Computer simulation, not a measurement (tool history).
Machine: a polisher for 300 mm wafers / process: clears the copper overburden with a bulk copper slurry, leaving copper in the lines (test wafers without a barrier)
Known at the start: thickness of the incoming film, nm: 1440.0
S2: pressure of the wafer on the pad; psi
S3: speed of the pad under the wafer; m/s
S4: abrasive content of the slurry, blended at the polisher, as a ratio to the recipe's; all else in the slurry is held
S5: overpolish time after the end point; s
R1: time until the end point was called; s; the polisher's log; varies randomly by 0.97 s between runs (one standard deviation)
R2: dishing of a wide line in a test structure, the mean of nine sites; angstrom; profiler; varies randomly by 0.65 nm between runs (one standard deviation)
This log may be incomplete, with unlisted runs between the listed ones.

Run 1, hour 0.0: flow of slurry (ml/min) 245, S2 3.3 psi, S3 1.40 m/s, S4 1.00, S5 11 s. Result: R1 115.790 s, R2 801.79 angstrom.
Run 2, hour 3.7: flow of slurry (ml/min) 250, S2 3.2 psi, S3 1.52 m/s, S4 1.05, S5 10 s. Result: R1 109.120 s, R2 765.72 angstrom.
Run 3, hour 7.3: flow of slurry (ml/min) 250, S2 3.2 psi, S3 1.74 m/s, S4 1.05, S5 10 s. Result: R1 97.869 s, R2 833.67 angstrom.
Run 4, hour 11.9: flow of slurry (ml/min) 270, S2 3.1 psi, S3 1.80 m/s, S4 1.10, S5 9 s. Result: R1 92.357 s, R2 776.87 angstrom.
Run 5, hour 17.7: flow of slurry (ml/min) 270, S2 3.1 psi, S3 2.04 m/s, S4 1.10, S5 9 s. Result: R1 83.521 s, R2 819.49 angstrom.
Run 6, hour 20.1: flow of slurry (ml/min) 315, S2 3.1 psi, S3 2.04 m/s, S4 1.10, S5 9 s. Result: R1 85.248 s, R2 842.46 angstrom.
Run 7, hour 20.9: flow of slurry (ml/min) 295, S2 3.1 psi, S3 2.06 m/s, S4 1.15, S5 8 s. Result: R1 80.877 s, R2 800.29 angstrom.
Run 8, hour 24.9: flow of slurry (ml/min) 225, S2 2.6 psi, S3 2.16 m/s, S4 1.40, S5 3 s. Result: R1 93.126 s, R2 330.60 angstrom.

Estimate the outcome of run 9 from the log above:
At hour 25.9: head pressure recalibrated.
Run 9, hour 25.9: flow of slurry (ml/min) 245, S2 2.7 psi, S3 2.16 m/s, S4 1.40, S5 3 s. Result: R1 ?, R2 ?.

Run 9 came out at R1 81.243 s, R2 379.24 angstrom.
